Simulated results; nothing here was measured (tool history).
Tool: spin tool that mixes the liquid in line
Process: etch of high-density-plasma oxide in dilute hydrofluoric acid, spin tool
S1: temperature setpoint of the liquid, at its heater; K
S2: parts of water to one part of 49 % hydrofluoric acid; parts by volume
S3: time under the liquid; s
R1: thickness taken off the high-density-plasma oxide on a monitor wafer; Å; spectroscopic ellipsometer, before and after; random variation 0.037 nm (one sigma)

run,hour,S1,S2,S3,R1
1,0,298.15,165,85,42.907
2,6.1,296.15,165,85,39.482
3,12.6,296.15,165,85,40.119
4,13.1,297.65,165,85,42.214
5,19.8,299.15,165,85,44.126
6,23.3,299.15,165,60,31.42
7,24.7,299.15,150,60,35.334

Forecast run 8:
8,29.2,299.65,135,60,?

R1: 40.811 Å
